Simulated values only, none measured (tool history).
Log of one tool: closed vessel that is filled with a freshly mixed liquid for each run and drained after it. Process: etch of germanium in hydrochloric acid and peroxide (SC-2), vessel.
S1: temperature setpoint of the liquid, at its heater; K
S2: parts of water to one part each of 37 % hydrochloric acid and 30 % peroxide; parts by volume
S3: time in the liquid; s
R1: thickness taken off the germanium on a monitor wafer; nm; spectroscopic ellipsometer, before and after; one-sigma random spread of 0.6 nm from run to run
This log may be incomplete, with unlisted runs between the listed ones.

| run | day | S1 | S2 | S3 | R1 |
|---|---|---|---|---|---|
| 1 | 0 | 330.15 | 6 | 30 | 92.607 |
| 2 | 0.129 | 336.15 | 6 | 30 | 109.61 |
| 3 | 0.317 | 336.15 | 6 | 30 | 111.29 |
| 4 | 0.483 | 333.65 | 6 | 30 | 103.64 |
| 5 | 0.717 | 333.65 | 8 | 30 | 99.678 |
| 6 | 0.812 | 333.65 | 9.5 | 30 | 98.522 |
| 7 | 1.175 | 331.65 | 9.5 | 30 | 93.113 |
| 8 | 1.442 | 330.15 | 9.5 | 30 | 90.658 |
| 9 | 1.642 | 328.65 | 9.5 | 30 | 84.506 |

What will run 10 give?
| 10 | 1.888 | 327.65 | 9.5 | 30 | ? |

For run 10 the tool returned R1 82.329 nm.
